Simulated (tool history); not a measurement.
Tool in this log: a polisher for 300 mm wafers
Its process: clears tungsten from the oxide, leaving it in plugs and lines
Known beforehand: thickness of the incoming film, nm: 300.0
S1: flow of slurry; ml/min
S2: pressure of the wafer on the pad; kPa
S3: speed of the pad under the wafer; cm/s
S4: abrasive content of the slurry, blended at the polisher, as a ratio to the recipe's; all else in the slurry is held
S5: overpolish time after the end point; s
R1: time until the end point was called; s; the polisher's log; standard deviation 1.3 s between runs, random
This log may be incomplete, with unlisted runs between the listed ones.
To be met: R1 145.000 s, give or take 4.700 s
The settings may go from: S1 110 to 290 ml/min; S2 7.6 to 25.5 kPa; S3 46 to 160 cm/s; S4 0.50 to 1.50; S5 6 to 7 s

{"run": 1, "hour": 0.0, "S1": 185, "S2": 16.5, "S3": 102, "S4": 1.0, "S5": 7, "R1": 91.469}
{"run": 2, "hour": 7.0, "S1": 180, "S2": 14.5, "S3": 102, "S4": 1.0, "S5": 7, "R1": 104.81}
{"run": 3, "hour": 10.9, "S1": 175, "S2": 13.1, "S3": 102, "S4": 1.0, "S5": 7, "R1": 115.87}
{"run": 4, "hour": 13.8, "S1": 170, "S2": 12.4, "S3": 102, "S4": 1.0, "S5": 7, "R1": 123.59}
{"run": 5, "hour": 20.7, "S1": 165, "S2": 11.7, "S3": 102, "S4": 1.0, "S5": 7, "R1": 130.01}
{"run": 6, "hour": 27.9, "S1": 165, "S2": 11.7, "S3": 102, "S4": 1.1, "S5": 7, "R1": 125.53}
{"run": 7, "hour": 34.3, "S1": 160, "S2": 11.0, "S3": 102, "S4": 1.1, "S5": 7, "R1": 133.25}
{"run": 8, "hour": 40.2, "S1": 155, "S2": 11.0, "S3": 102, "S4": 1.1, "S5": 7, "R1": 136.85}
{"run": 9, "hour": 46.3, "S1": 150, "S2": 11.0, "S3": 102, "S4": 1.1, "S5": 7, "R1": 135.97}
{"run": 10, "hour": 52.3, "S1": 145, "S2": 11.0, "S3": 102, "S4": 1.1, "S5": 7, "R1": 139.43}
{"run": 11, "hour": 55.1, "S1": 140, "S2": 11.0, "S3": 102, "S4": 1.1, "S5": 7, "R1": 137.58}

Below are 4 possible settings for the next run. Only one of them brings all results inside the allowed miss of their targets. Which is it?
{"run": "A", "hour": 57.9, "S1": 110, "S2": 12.4, "S3": 96, "S4": 0.95, "S5": 6, "R1": "?"}
{"run": "B", "hour": 57.9, "S1": 140, "S2": 12.4, "S3": 92, "S4": 1.15, "S5": 7, "R1": "?"}
{"run": "C", "hour": 57.9, "S1": 115, "S2": 15.9, "S3": 78, "S4": 1.2, "S5": 7, "R1": "?"}
{"run": "D", "hour": 57.9, "S1": 135, "S2": 9.7, "S3": 128, "S4": 1.1, "S5": 7, "R1": "?"}

move=A R1=142.900
move=B R1=134.530
move=C R1=128.850
move=D R1=126.370
A: each result inside its tolerance
B: moves away from the targets compared with the last run
C: moves away from the targets compared with the last run
D: moves away from the targets compared with the last run
So the answer is move A, the one that meets all the targets.

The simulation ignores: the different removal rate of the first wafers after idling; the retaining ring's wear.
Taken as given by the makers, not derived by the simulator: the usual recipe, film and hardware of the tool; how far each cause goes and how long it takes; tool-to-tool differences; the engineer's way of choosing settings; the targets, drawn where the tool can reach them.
